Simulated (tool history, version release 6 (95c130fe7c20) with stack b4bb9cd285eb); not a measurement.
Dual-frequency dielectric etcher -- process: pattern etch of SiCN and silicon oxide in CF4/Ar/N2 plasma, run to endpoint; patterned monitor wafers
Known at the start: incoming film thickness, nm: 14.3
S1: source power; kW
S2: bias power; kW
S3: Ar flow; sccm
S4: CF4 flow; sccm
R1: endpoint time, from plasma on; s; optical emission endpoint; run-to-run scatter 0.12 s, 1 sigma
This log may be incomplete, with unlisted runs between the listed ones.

Run 1, hour 0: S1 0.3 kW, S2 0.072 kW, S3 74 sccm, S4 76 sccm. Result: R1 22.075 s.
Run 2, hour 6.2: S1 0.36 kW, S2 0.072 kW, S3 74 sccm, S4 76 sccm. Result: R1 19.078 s.
Run 3, hour 7.2: S1 0.37 kW, S2 0.074 kW, S3 73 sccm, S4 77 sccm. Result: R1 18.036 s.
Run 4, hour 11: S1 0.38 kW, S2 0.075 kW, S3 73 sccm, S4 77 sccm. Result: R1 17.751 s.
Run 5, hour 12: S1 0.39 kW, S2 0.076 kW, S3 72 sccm, S4 78 sccm. Result: R1 16.919 s.
Run 6, hour 13.4: S1 0.39 kW, S2 0.068 kW, S3 72 sccm, S4 78 sccm. Result: R1 17.651 s.
Run 7, hour 19.6: S1 0.4 kW, S2 0.069 kW, S3 71 sccm, S4 79 sccm. Result: R1 17.166 s.

Run 8 is up next; what results do you expect?
Run 8, hour 22.6: S1 0.4 kW, S2 0.07 kW, S3 71 sccm, S4 79 sccm. Result: R1 ?.

Run 8 yielded R1 17.122 s.
